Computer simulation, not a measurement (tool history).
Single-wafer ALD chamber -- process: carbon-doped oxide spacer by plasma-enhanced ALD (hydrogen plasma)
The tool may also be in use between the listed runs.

run	hour	heater temperature setpoint (deg C)	number of ALD cycles (cycles)	mean film thickness on the monitor wafer (nm)
1	0.0	395	613	27.584
2	7.7	395	545	24.637
3	10.7	395	513	23.164
4	12.8	388	513	23.049
5	13.3	388	593	26.696
6	22.2	393	593	26.703
7	26.8	393	593	26.626
8	34.5	393	592	26.598
9	40.7	393	591	26.695
10	45.8	393	589	26.615

Run 11 has not been measured yet. What should we expect?
11	46.4	393	588	?

For run 11 the tool returned mean film thickness on the monitor wafer (nm) 26.466.
